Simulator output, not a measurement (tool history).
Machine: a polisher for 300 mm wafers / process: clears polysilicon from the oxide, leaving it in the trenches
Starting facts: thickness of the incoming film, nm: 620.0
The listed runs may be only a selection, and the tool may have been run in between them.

run	hour	flow of slurry (ml/min)	pressure of the wafer on the pad (psi)	speed of the pad under the wafer (m/s)	overpolish time after the end point (s)	time until the end point was called (s)	dishing of a wide line in a test structure (angstrom)
1	0.0	200	2.3	0.80	23	58.355	778.57
2	8.7	200	2.1	0.80	23	65.596	769.01
3	14.6	200	1.9	0.80	22	71.887	732.09
4	23.4	200	1.8	0.80	23	74.094	740.13
5	32.4	200	1.8	0.80	16	75.407	662.71
6	34.1	200	1.7	0.80	18	80.212	668.21

Run 7, settings as shown, results not yet in. Your forecast:
7	36.5	200	1.6	0.80	20	?	?

{"run 7": {"time until the end point was called (s)": 85.664, "dishing of a wide line in a test structure (angstrom)": 705.23}}

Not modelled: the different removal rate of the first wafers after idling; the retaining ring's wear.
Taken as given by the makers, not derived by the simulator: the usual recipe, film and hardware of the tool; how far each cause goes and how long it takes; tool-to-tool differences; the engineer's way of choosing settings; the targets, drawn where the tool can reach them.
